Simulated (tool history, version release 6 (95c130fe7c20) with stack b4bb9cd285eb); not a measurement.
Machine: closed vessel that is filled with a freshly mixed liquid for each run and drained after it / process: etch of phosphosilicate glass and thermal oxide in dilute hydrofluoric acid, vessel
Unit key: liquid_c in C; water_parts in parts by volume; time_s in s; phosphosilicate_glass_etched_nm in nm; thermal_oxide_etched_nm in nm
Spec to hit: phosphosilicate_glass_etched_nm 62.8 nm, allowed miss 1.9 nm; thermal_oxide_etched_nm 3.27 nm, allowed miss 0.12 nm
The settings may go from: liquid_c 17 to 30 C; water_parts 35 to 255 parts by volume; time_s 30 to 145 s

run  hour  liquid_c  water_parts  time_s  phosphosilicate_glass_etched_nm  thermal_oxide_etched_nm
  1     0        22          145      75                           40.641                   2.1444
  2   4.3        23          145      75                           42.988                   2.2118
  3  10.6      23.5          140      75                           45.976                   2.3754
  4  16.4      23.5          140      55                           33.306                   1.7437
  5  25.7        20          140      55                           28.879                   1.5236
  6  30.4        20          140      30                            15.75                  0.81409
  7  33.3        21          125      30                           18.702                  0.96825
  8  37.8        22          115      30                           21.402                   1.1336
  9  42.7        23          105      30                           24.788                   1.2874
 10  44.2        24           95      30                           28.646                   1.5358
 11  49.9      24.5           90      30                           31.096                   1.6105
 12  51.8        25           85      30                           33.842                   1.7847
 13  61.1      25.5           80      30                           37.181                   1.8976
 14  68.2      25.5           80      30                           36.983                    1.936

Pick the move, out of 4, that brings all results within their allowed miss; only one does.
  A  75.3      29.5          105      55                                ?                        ?
  B  75.3        27           80      45                                ?                        ?
  C  75.3        27           75      45                                ?                        ?
  D  75.3        25           60      35                                ?                        ?

move  phosphosilicate_glass_etched_nm  thermal_oxide_etched_nm
   A                           58.853                   3.0349
   B                           59.429                   3.0646
   C                           63.826                   3.2913
   D                           58.469                   3.0151
A: moves toward the targets from the last run without getting all of them in spec
B: moves toward the targets from the last run without getting all of them in spec
C: all results land within tolerance of their targets
D: moves toward the targets from the last run without getting all of them in spec
Correct choice: C, which meets every target

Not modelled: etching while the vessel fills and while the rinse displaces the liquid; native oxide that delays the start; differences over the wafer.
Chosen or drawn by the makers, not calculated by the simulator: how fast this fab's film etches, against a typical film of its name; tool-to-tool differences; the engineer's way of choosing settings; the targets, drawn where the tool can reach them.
